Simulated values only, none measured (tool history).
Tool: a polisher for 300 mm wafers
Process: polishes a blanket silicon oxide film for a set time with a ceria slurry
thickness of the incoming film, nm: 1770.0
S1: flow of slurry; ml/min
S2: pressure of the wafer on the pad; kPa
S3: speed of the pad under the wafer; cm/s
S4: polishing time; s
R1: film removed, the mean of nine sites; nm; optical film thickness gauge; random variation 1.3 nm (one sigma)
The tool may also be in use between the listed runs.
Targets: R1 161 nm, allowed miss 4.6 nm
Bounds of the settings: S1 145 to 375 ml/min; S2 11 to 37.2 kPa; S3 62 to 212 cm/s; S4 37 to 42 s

run	hour	S1	S2	S3	S4	R1
1	0	240	24.1	136	42	323.1
2	3.9	240	22.1	134	42	292.29
3	6.8	240	17.2	134	42	237.97
4	10.2	285	17.2	134	42	238.57
5	15.5	285	16.5	132	42	229.58
6	23.7	285	15.9	130	42	215.92
7	32.4	285	15.2	128	42	208.32
8	40.5	285	14.5	126	42	196.45
9	41.9	285	13.8	126	42	189.71
10	50.8	285	13.1	126	42	178.96
11	52.1	280	13.1	126	42	180.82
12	57.9	275	13.1	126	42	179.58
13	64.4	250	11	124	42	154.72
14	65	255	11	124	42	153.86
15	66.8	260	11	124	42	153.76
16	70.9	265	11	124	42	154.98
17	75.2	270	11	124	42	154.73
18	79.7	275	11	124	42	155.54
19	86.6	280	11	124	42	154.22

5 next moves are on the table. One of them brings every result within its allowed miss. Which?
A	93.5	240	12.4	112	41	?
B	93.5	250	11	162	38	?
C	93.5	265	13.1	120	39	?
D	93.5	270	13.8	112	42	?
E	93.5	245	13.1	96	41	?

move	R1
A	149.47
B	172.45
C	158.94
D	169.12
E	138.49
A: further off than the last run
B: takes the result that was furthest off past its target
C: meets every target
D: takes the result that was furthest off past its target
E: further off than the last run
Answer: C
